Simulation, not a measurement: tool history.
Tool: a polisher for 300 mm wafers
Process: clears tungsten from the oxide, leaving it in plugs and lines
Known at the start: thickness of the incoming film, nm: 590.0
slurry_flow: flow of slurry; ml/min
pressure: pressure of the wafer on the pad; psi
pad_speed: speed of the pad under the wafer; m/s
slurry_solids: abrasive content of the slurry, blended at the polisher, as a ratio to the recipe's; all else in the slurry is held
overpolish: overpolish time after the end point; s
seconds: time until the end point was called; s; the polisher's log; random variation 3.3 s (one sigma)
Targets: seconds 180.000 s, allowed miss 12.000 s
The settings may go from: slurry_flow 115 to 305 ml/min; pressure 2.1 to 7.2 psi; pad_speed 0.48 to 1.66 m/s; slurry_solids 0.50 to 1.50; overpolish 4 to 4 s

Run 1, hour 0.0: slurry_flow 195 ml/min, pressure 4.6 psi, pad_speed 1.06 m/s, slurry_solids 1.00, overpolish 4 s. Result: seconds 85.973 s.
Run 2, hour 6.5: slurry_flow 195 ml/min, pressure 4.6 psi, pad_speed 1.06 m/s, slurry_solids 1.00, overpolish 4 s. Result: seconds 83.454 s.
Run 3, hour 14.1: slurry_flow 195 ml/min, pressure 5.1 psi, pad_speed 1.06 m/s, slurry_solids 1.00, overpolish 4 s. Result: seconds 76.654 s.
Run 4, hour 18.9: slurry_flow 195 ml/min, pressure 5.1 psi, pad_speed 0.90 m/s, slurry_solids 1.00, overpolish 4 s. Result: seconds 92.989 s.
Run 5, hour 24.7: slurry_flow 195 ml/min, pressure 5.1 psi, pad_speed 0.62 m/s, slurry_solids 1.00, overpolish 4 s. Result: seconds 130.030 s.
Run 6, hour 25.6: slurry_flow 195 ml/min, pressure 4.7 psi, pad_speed 0.60 m/s, slurry_solids 1.00, overpolish 4 s. Result: seconds 146.600 s.
Run 7, hour 32.0: slurry_flow 195 ml/min, pressure 4.5 psi, pad_speed 0.60 m/s, slurry_solids 1.00, overpolish 4 s. Result: seconds 155.120 s.
Run 8, hour 34.7: slurry_flow 195 ml/min, pressure 4.3 psi, pad_speed 0.60 m/s, slurry_solids 1.00, overpolish 4 s. Result: seconds 160.130 s.
Run 9, hour 36.3: slurry_flow 195 ml/min, pressure 4.3 psi, pad_speed 0.60 m/s, slurry_solids 1.00, overpolish 4 s. Result: seconds 153.350 s.
At hour 41.2: worn pad replaced by a new one.
Run 10, hour 41.2: slurry_flow 195 ml/min, pressure 4.1 psi, pad_speed 0.60 m/s, slurry_solids 1.00, overpolish 4 s. Result: seconds 147.760 s.
Run 11, hour 45.0: slurry_flow 195 ml/min, pressure 4.0 psi, pad_speed 0.56 m/s, slurry_solids 1.00, overpolish 4 s. Result: seconds 160.590 s.

Which of these 5 next moves meets every target?
Run A, hour 48.8: slurry_flow 245 ml/min, pressure 3.9 psi, pad_speed 0.56 m/s, slurry_solids 1.10, overpolish 4 s. Result: seconds ?.
Run B, hour 48.8: slurry_flow 175 ml/min, pressure 4.8 psi, pad_speed 0.58 m/s, slurry_solids 0.85, overpolish 4 s. Result: seconds ?.
Run C, hour 48.8: slurry_flow 215 ml/min, pressure 3.8 psi, pad_speed 0.52 m/s, slurry_solids 1.00, overpolish 4 s. Result: seconds ?.
Run D, hour 48.8: slurry_flow 240 ml/min, pressure 4.7 psi, pad_speed 0.54 m/s, slurry_solids 1.05, overpolish 4 s. Result: seconds ?.
Run E, hour 48.8: slurry_flow 185 ml/min, pressure 4.0 psi, pad_speed 0.70 m/s, slurry_solids 1.10, overpolish 4 s. Result: seconds ?.

move  seconds
   A  159.410
   B  139.150
   C  181.760
   D  139.570
   E  129.580
A: further off than the last run
B: further off than the last run
C: meets every target
D: further off than the last run
E: further off than the last run
Move C is the one to make.

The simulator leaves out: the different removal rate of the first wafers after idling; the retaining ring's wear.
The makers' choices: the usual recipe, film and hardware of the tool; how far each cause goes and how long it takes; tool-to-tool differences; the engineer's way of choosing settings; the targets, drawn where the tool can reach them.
